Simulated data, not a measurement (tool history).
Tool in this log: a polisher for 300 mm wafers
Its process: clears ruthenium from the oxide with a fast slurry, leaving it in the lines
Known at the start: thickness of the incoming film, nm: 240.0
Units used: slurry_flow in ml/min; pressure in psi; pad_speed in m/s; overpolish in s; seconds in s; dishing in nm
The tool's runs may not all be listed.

| run | day | slurry_flow | pressure | pad_speed | slurry_solids | overpolish | seconds | dishing |
|---|---|---|---|---|---|---|---|---|
| 1 | 0.000 | 180 | 2.0 | 0.78 | 1.00 | 10 | 107.180 | 22.364 |
| 2 | 0.100 | 185 | 2.2 | 0.78 | 1.00 | 10 | 99.562 | 23.398 |
| 3 | 0.217 | 185 | 2.2 | 0.90 | 1.00 | 10 | 86.909 | 27.540 |
| 4 | 0.296 | 185 | 2.2 | 0.90 | 0.80 | 10 | 97.772 | 24.715 |
| 5 | 0.579 | 185 | 2.2 | 0.82 | 0.80 | 10 | 106.090 | 22.385 |
| 6 | 0.900 | 185 | 2.2 | 0.82 | 0.95 | 10 | 97.640 | 24.008 |
| 7 | 1.233 | 185 | 2.4 | 0.82 | 0.95 | 10 | 89.815 | 26.120 |

Run 8, settings as shown, results not yet in. Your forecast:
| 8 | 1.388 | 205 | 2.8 | 0.82 | 0.95 | 9 | ? | ? |

Run 8 gave seconds 78.879 s, dishing 26.713 nm.

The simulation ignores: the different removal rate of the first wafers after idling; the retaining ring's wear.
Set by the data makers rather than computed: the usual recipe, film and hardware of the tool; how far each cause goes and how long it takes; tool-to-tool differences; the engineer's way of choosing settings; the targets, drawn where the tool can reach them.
